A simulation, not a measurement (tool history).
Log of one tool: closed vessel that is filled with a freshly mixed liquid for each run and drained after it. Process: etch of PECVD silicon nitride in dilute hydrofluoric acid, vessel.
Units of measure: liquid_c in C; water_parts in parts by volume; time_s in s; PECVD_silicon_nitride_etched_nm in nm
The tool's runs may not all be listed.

run	hour	liquid_c	water_parts	time_s	PECVD_silicon_nitride_etched_nm
1	0	25	255	2595	18.137
2	8.9	24	255	2595	17.006
3	12.4	23.5	255	2595	16.315
4	20.3	23.5	255	2780	17.476
5	27.6	23	255	2780	17.102
6	30.9	23	335	2780	12.861

For run 7, what comes out?
7	38.4	23.5	335	2780	?

Run 7 measured PECVD_silicon_nitride_etched_nm 13.365 nm.

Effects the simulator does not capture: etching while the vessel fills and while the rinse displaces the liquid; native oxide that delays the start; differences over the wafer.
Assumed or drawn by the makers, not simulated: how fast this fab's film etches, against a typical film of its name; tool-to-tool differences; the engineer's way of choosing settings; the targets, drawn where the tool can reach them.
